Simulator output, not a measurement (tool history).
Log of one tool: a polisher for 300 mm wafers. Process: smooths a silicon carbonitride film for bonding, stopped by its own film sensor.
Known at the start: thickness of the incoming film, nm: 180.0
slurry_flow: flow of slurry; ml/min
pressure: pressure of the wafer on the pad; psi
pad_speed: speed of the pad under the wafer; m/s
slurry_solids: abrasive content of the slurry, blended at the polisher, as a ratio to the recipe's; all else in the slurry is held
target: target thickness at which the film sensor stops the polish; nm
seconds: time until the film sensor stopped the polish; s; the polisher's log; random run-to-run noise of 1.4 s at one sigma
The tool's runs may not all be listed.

run  hour  slurry_flow  pressure  pad_speed  slurry_solids  target  seconds
  1   0.0          235       2.3       0.82           1.00     154   123.43
  2   8.3          235       2.3       0.82           0.80     154   138.84
  3  17.2          235       2.3       0.82           0.95     154   132.69
  4  19.3          235       2.3       0.82           1.10     154   120.13
  5  21.8          235       2.3       0.82           1.00     154   124.86
  6  27.1          235       2.3       0.82           0.90     154   134.36

For run 7, what comes out?
  7  36.1          235       2.6       0.84           0.90     154        ?

{"run 7": {"seconds": 116.74}}
